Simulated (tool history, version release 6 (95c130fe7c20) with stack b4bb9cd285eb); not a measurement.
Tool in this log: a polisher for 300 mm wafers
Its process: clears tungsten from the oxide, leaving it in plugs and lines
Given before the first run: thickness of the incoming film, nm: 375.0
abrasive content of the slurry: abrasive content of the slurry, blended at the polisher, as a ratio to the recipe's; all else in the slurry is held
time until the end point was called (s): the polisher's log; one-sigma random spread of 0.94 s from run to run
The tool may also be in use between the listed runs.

run  hour  flow of slurry (ml/min)  pressure of the wafer on the pad (psi)  speed of the pad under the wafer (m/s)  abrasive content of the slurry  overpolish time after the end point (s)  time until the end point was called (s)
  1     0                      285                                     2.3                                    1.04                               1                                        4                                   94.781
  2   6.3                      285                                     2.7                                    1.06                               1                                        4                                   82.002
  3  12.5                      285                                     3.3                                    1.06                               1                                        4                                   69.612
  4  14.1                      285                                     3.6                                    1.06                               1                                        4                                   62.619
  5  21.8                      285                                     3.2                                    1.06                               1                                        4                                   71.229
  6  30.3                      285                                     3.3                                    1.12                               1                                        4                                   64.662
  7  31.4                      285                                     3.4                                    1.16                               1                                        4                                    60.78
  8  35.6                      285                                     3.5                                     1.2                               1                                        4                                   57.432
  9  38.3                      285                                     3.5                                    1.22                               1                                        4                                   56.787

The next listed run, before its measurement:
 10  43.3                      285                                     3.5                                    1.24                               1                                        4                                        ?

{"run 10": {"time until the end point was called (s)": 56.52}}

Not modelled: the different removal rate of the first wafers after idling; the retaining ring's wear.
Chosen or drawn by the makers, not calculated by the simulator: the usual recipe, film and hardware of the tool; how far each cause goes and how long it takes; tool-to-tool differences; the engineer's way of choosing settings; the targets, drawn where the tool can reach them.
